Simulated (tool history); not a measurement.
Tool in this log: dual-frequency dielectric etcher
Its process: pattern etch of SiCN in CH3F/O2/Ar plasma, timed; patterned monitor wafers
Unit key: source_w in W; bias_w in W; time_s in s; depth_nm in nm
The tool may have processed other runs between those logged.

| run | hour | source_w | bias_w | time_s | depth_nm |
|---|---|---|---|---|---|
| 1 | 0.0 | 460 | 81 | 55.5 | 23.024 |
| 2 | 5.0 | 420 | 80 | 55.5 | 22.323 |
| 3 | 7.4 | 420 | 87 | 55.5 | 23.286 |
| 4 | 15.9 | 420 | 87 | 58.0 | 24.412 |
| 5 | 20.4 | 380 | 87 | 58.0 | 23.748 |
| 6 | 29.2 | 380 | 87 | 55.5 | 22.603 |
| 7 | 36.6 | 360 | 84 | 55.5 | 21.961 |
| 8 | 39.0 | 340 | 82 | 55.5 | 21.326 |
| 9 | 43.3 | 320 | 81 | 55.5 | 20.777 |

The next listed run, before its measurement:
| 10 | 44.9 | 320 | 81 | 55.5 | ? |

{"run 10": {"depth_nm": 20.884}}
